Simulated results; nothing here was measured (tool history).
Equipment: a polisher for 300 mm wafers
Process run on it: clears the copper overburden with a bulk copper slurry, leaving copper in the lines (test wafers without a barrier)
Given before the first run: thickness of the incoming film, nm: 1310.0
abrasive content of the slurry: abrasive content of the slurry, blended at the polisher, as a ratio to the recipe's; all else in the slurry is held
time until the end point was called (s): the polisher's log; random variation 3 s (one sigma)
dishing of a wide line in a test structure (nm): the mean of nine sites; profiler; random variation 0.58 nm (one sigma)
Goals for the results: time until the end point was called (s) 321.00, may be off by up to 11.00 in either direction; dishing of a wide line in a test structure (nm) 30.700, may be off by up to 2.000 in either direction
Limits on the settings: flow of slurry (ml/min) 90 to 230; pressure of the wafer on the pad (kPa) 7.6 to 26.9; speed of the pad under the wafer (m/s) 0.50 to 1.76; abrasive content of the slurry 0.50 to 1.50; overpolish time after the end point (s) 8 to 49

run  hour  flow of slurry (ml/min)  pressure of the wafer on the pad (kPa)  speed of the pad under the wafer (m/s)  abrasive content of the slurry  overpolish time after the end point (s)  time until the end point was called (s)  dishing of a wide line in a test structure (nm)
  1   0.0                      150                                    17.2                                    1.12                            1.00                                       25                                   163.10                                           88.145
  2   8.0                      150                                    14.5                                    1.08                            1.00                                       20                                   206.30                                           64.497
  3   9.8                      150                                    12.4                                    1.08                            1.05                                       17                                   229.08                                           55.120
  4  10.4                      150                                    11.0                                    1.06                            1.10                                       14                                   260.13                                           42.783
  5  11.4                      150                                    10.3                                    1.06                            1.15                                       13                                   272.42                                           39.229
  6  17.9                      150                                    10.3                                    1.06                            1.35                                       13                                   260.36                                           40.758
  7  25.4                      150                                     9.7                                    1.06                            1.35                                       12                                   281.38                                           35.675
  8  31.5                      145                                     9.0                                    1.06                            1.35                                       12                                   295.91                                           33.579
  9  33.8                      135                                     9.0                                    1.06                            1.35                                       12                                   299.29                                           33.863
 10  39.4                      130                                     9.0                                    1.06                            1.35                                       12                                   300.89                                           32.546
 11  46.9                      125                                     9.0                                    1.06                            1.35                                       12                                   304.44                                           34.023
 12  51.2                      125                                     7.6                                    1.06                            1.35                                        8                                   361.66                                           20.505
 13  54.9                      140                                     7.6                                    1.04                            1.40                                        9                                   351.06                                           22.451
 14  59.5                      140                                     7.6                                    1.04                            1.40                                        9                                   361.32                                           23.250
 15  63.6                      160                                     9.7                                    1.02                            1.40                                       21                                   280.60                                           52.402
 16  67.4                      120                                     9.0                                    1.08                            1.40                                       13                                   297.51                                           35.160

Below are 4 possible settings for the next run. Only one of them brings all results inside the allowed miss of their targets. Which is it?
  A  71.2                      120                                     7.6                                    1.16                            1.30                                       10                                        ?                                                ?
  B  71.2                       95                                     8.3                                    1.04                            1.45                                       14                                        ?                                                ?
  C  71.2                      110                                    11.7                                    0.72                            1.50                                       16                                        ?                                                ?
  D  71.2                      135                                     8.3                                    1.06                            1.40                                       12                                        ?                                                ?

move  time until the end point was called (s)  dishing of a wide line in a test structure (nm)
   A                                   329.66                                           26.767
   B                                   334.95                                           34.852
   C                                   323.17                                           41.026
   D                                   317.91                                           32.176
A: pushes the last run's worst result past its target
B: moves toward the targets from the last run without getting all of them in spec
C: lands further from the targets than the last run did
D: all results in spec
So the answer is move D, the one that meets all the targets.
